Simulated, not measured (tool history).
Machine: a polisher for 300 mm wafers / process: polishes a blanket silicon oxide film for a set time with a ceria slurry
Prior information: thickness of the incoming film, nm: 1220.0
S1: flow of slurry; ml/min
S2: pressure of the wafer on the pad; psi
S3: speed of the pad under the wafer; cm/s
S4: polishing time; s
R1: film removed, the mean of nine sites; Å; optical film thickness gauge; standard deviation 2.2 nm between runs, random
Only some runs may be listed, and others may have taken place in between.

run 1 hour=0 | S1=185 S2=4 S3=82 S4=56 | R1=2242.6
run 2 hour=8.2 | S1=185 S2=3.2 S3=82 S4=56 | R1=1859.2
run 3 hour=10.7 | S1=185 S2=3.1 S3=82 S4=56 | R1=1796.3
run 4 hour=13.7 | S1=185 S2=3.8 S3=82 S4=56 | R1=2162.1
run 5 hour=20.3 | S1=185 S2=3.6 S3=82 S4=56 | R1=2105.9
run 6 hour=24 | S1=220 S2=3.6 S3=82 S4=56 | R1=2131.7
run 7 hour=28.8 | S1=220 S2=3.4 S3=82 S4=56 | R1=2027.4

The next listed run, before its measurement:
run 8 hour=34.3 | S1=220 S2=3.2 S3=82 S4=56 | R1=?

Run 8 gave R1 1915.8 Å.

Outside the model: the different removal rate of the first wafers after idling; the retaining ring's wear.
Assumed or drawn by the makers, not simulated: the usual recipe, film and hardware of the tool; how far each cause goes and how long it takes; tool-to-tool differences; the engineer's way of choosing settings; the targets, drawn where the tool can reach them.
